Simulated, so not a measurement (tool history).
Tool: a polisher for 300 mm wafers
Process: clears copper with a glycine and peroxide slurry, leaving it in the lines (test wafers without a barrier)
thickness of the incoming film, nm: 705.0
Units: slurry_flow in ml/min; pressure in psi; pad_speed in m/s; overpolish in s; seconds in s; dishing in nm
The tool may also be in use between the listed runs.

Run 1, hour 0: slurry_flow 265 ml/min, pressure 1.9 psi, pad_speed 1.1 m/s, overpolish 21 s. Result: seconds 135.01 s, dishing 44.231 nm.
Run 2, hour 6.9: slurry_flow 265 ml/min, pressure 2.1 psi, pad_speed 1.12 m/s, overpolish 21 s. Result: seconds 123.85 s, dishing 45.424 nm.
Run 3, hour 14.4: slurry_flow 265 ml/min, pressure 2.1 psi, pad_speed 1.22 m/s, overpolish 21 s. Result: seconds 114.44 s, dishing 45.306 nm.
Run 4, hour 20.9: slurry_flow 265 ml/min, pressure 2.3 psi, pad_speed 1.24 m/s, overpolish 22 s. Result: seconds 102.23 s, dishing 47.487 nm.
Run 5, hour 29.8: slurry_flow 265 ml/min, pressure 2.1 psi, pad_speed 1.24 m/s, overpolish 22 s. Result: seconds 112.98 s, dishing 45.017 nm.
Run 6, hour 33.1: slurry_flow 265 ml/min, pressure 2.2 psi, pad_speed 1.24 m/s, overpolish 22 s. Result: seconds 109.64 s, dishing 46.953 nm.
Run 7, hour 41.1: slurry_flow 265 ml/min, pressure 2.2 psi, pad_speed 1.24 m/s, overpolish 22 s. Result: seconds 106.9 s, dishing 45.63 nm.
Run 8, hour 45.5: slurry_flow 265 ml/min, pressure 2.3 psi, pad_speed 1.24 m/s, overpolish 23 s. Result: seconds 105.11 s, dishing 49.027 nm.
Run 9, hour 47.7: slurry_flow 265 ml/min, pressure 2.4 psi, pad_speed 1.26 m/s, overpolish 23 s. Result: seconds 98.073 s, dishing 47.606 nm.
Run 10, hour 48.5: slurry_flow 265 ml/min, pressure 2.5 psi, pad_speed 1.26 m/s, overpolish 24 s. Result: seconds 96.849 s, dishing 48.748 nm.
Run 11, hour 53.7: slurry_flow 265 ml/min, pressure 2.6 psi, pad_speed 1.26 m/s, overpolish 24 s. Result: seconds 92.262 s, dishing 48.127 nm.

Run 12 comes next. What will it give?
Run 12, hour 56.1: slurry_flow 265 ml/min, pressure 2.6 psi, pad_speed 1.26 m/s, overpolish 25 s. Result: seconds ?, dishing ?.

{"run 12": {"seconds": 92.925, "dishing": 48.311}}

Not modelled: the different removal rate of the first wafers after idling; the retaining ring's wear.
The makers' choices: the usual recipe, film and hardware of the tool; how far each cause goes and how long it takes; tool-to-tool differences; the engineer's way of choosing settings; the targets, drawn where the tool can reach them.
